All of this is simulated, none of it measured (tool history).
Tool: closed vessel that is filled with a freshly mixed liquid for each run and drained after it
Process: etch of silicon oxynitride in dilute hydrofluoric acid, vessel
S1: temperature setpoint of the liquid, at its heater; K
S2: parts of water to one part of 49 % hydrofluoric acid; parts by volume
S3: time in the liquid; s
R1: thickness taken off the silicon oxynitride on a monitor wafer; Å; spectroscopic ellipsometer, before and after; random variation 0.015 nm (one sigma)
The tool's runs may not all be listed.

run 1 hour=0.0 | S1=293.15 S2=300 S3=725 | R1=25.380
run 2 hour=6.5 | S1=293.15 S2=300 S3=520 | R1=18.199
run 3 hour=7.9 | S1=295.15 S2=275 S3=520 | R1=22.051
run 4 hour=15.7 | S1=298.65 S2=275 S3=520 | R1=25.672
run 5 hour=21.8 | S1=299.15 S2=255 S3=520 | R1=28.811
run 6 hour=29.0 | S1=299.15 S2=255 S3=520 | R1=28.768
run 7 hour=35.8 | S1=299.15 S2=255 S3=520 | R1=28.813
run 8 hour=42.4 | S1=299.65 S2=245 S3=520 | R1=30.743

Forecast run 9:
run 9 hour=51.8 | S1=300.15 S2=240 S3=520 | R1=?

Run 9 gave R1 32.107 Å.

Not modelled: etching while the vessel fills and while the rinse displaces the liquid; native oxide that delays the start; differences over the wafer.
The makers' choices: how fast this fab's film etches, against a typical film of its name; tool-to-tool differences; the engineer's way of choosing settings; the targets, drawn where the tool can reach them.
